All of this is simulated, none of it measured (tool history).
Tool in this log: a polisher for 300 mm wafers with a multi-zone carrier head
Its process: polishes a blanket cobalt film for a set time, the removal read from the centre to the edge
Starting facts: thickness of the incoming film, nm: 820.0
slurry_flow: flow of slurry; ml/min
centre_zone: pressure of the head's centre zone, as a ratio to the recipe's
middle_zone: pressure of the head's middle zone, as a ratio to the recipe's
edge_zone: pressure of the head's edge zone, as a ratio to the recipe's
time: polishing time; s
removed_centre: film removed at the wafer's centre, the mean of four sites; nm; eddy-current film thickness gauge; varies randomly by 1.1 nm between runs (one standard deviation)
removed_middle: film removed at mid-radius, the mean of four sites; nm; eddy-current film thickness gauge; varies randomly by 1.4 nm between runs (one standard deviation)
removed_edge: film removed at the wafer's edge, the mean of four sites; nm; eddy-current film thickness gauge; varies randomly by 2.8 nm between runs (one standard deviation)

run 1 hour=0.0 | slurry_flow=175 centre_zone=1.00 middle_zone=1.00 edge_zone=1.00 time=37 | removed_centre=151.15 removed_middle=152.40 removed_edge=151.62
run 2 hour=9.0 | slurry_flow=210 centre_zone=1.00 middle_zone=1.00 edge_zone=1.00 time=37 | removed_centre=156.90 removed_middle=156.00 removed_edge=159.01
run 3 hour=10.7 | slurry_flow=210 centre_zone=1.00 middle_zone=1.00 edge_zone=0.93 time=37 | removed_centre=157.27 removed_middle=155.44 removed_edge=148.15
run 4 hour=14.8 | slurry_flow=210 centre_zone=1.03 middle_zone=1.00 edge_zone=0.93 time=37 | removed_centre=158.58 removed_middle=158.21 removed_edge=151.26
run 5 hour=20.3 | slurry_flow=215 centre_zone=1.01 middle_zone=1.03 edge_zone=0.98 time=38 | removed_centre=162.85 removed_middle=164.05 removed_edge=160.05
run 6 hour=26.5 | slurry_flow=190 centre_zone=1.01 middle_zone=1.03 edge_zone=0.98 time=38 | removed_centre=158.23 removed_middle=161.88 removed_edge=158.15

Run 7 has not been measured yet. What should we expect?
run 7 hour=32.1 | slurry_flow=185 centre_zone=0.94 middle_zone=1.11 edge_zone=1.08 time=48 | removed_centre=? removed_middle=? removed_edge=?

{"run 7": {"removed_centre": 187.99, "removed_middle": 216.87, "removed_edge": 210.65}}
